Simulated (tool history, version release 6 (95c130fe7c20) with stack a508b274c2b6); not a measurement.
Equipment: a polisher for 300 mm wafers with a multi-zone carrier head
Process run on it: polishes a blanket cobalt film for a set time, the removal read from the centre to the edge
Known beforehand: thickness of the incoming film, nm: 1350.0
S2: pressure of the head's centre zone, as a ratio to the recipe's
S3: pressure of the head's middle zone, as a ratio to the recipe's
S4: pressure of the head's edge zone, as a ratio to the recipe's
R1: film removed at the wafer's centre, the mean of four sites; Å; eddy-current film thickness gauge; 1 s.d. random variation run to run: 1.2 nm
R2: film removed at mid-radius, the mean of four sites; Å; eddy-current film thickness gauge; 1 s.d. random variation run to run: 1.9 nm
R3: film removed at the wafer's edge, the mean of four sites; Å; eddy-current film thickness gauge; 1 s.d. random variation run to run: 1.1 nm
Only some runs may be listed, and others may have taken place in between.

run 1 day=0 | flow_of_slurry_(ml/min)=160 S2=1 S3=1 S4=1 polishing_time_(s)=44 | R1=2770.3 R2=2669 R3=2640.5
run 2 day=0.104 | flow_of_slurry_(ml/min)=195 S2=1 S3=1 S4=1 polishing_time_(s)=44 | R1=2857.9 R2=2755.6 R3=2762.3
run 3 day=0.229 | flow_of_slurry_(ml/min)=195 S2=1 S3=1 S4=1 polishing_time_(s)=51 | R1=3322.7 R2=3201.1 R3=3151.6
run 4 day=0.567 | flow_of_slurry_(ml/min)=170 S2=1 S3=1.02 S4=0.93 polishing_time_(s)=41 | R1=2583 R2=2532.4 R3=2421.2
run 5 day=0.875 | flow_of_slurry_(ml/min)=170 S2=1 S3=1.02 S4=0.93 polishing_time_(s)=33 | R1=2095.3 R2=2061.5 R3=1973.7
run 6 day=1.067 | flow_of_slurry_(ml/min)=155 S2=1 S3=1.04 S4=0.89 polishing_time_(s)=30 | R1=1865.3 R2=1869.4 R3=1703.5
run 7 day=1.404 | flow_of_slurry_(ml/min)=140 S2=0.99 S3=1.04 S4=0.86 polishing_time_(s)=30 | R1=1799.6 R2=1836 R3=1659
run 8 day=1.442 | flow_of_slurry_(ml/min)=130 S2=0.99 S3=1.05 S4=0.84 polishing_time_(s)=29 | R1=1713.6 R2=1795.3 R3=1572.1
run 9 day=1.792 | flow_of_slurry_(ml/min)=120 S2=0.99 S3=1.05 S4=0.83 polishing_time_(s)=29 | R1=1680.6 R2=1702 R3=1505.2

What will run 10 give?
run 10 day=1.938 | flow_of_slurry_(ml/min)=115 S2=0.98 S3=1.06 S4=0.83 polishing_time_(s)=29 | R1=? R2=? R3=?

For run 10 the tool returned R1 1616 Å, R2 1688.8 Å, R3 1521 Å.
